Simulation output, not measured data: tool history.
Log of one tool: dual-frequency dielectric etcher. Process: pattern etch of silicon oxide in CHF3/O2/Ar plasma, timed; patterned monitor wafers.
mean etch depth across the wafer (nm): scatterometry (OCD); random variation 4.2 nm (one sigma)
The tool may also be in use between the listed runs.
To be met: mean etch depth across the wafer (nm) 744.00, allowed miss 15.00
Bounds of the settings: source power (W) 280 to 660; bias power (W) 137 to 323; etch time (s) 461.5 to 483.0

run	hour	source power (W)	bias power (W)	etch time (s)	mean etch depth across the wafer (nm)
1	0.0	470	230	461.5	947.77
2	6.0	470	193	461.5	897.06
3	8.1	540	193	461.5	967.29
4	13.4	460	187	461.5	865.13
5	19.4	530	187	461.5	943.29
6	26.2	610	187	461.5	1023.50
7	35.1	520	180	461.5	922.10
8	40.2	460	176	461.5	854.49
9	48.2	420	174	461.5	796.47
10	50.0	400	173	461.5	778.86
11	58.6	390	172	461.5	764.41
12	66.5	390	172	461.5	765.25

Which of these 4 next moves meets every target?
A	74.4	390	188	474.0	?
B	74.4	370	180	464.5	?
C	74.4	400	164	469.0	?
D	74.4	430	139	467.0	?

move	mean etch depth across the wafer (nm)
A	798.86
B	744.62
C	772.41
D	770.42
A: further off than the last run
B: meets every target
C: further off than the last run
D: further off than the last run
Answer: B
